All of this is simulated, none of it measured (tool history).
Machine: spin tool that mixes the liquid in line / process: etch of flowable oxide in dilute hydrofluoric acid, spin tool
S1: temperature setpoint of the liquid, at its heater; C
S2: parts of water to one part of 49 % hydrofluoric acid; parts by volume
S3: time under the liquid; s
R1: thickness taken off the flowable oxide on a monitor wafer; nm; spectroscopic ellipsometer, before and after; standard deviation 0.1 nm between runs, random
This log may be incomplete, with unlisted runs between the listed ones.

| run | hour | S1 | S2 | S3 | R1 |
|---|---|---|---|---|---|
| 1 | 0.0 | 23.0 | 185 | 145 | 36.336 |
| 2 | 1.0 | 21.5 | 190 | 145 | 33.326 |
| 3 | 3.7 | 18.0 | 190 | 145 | 29.201 |
| 4 | 8.7 | 17.5 | 190 | 145 | 28.523 |
| 5 | 14.1 | 17.0 | 190 | 145 | 28.074 |
| 6 | 16.6 | 19.5 | 190 | 145 | 30.889 |
| 7 | 24.6 | 19.0 | 190 | 145 | 30.233 |
| 8 | 29.6 | 18.5 | 190 | 145 | 29.877 |

Predict the results of run 9:
| 9 | 30.8 | 18.0 | 190 | 145 | ? |

{"run 9": {"R1": 29.236}}
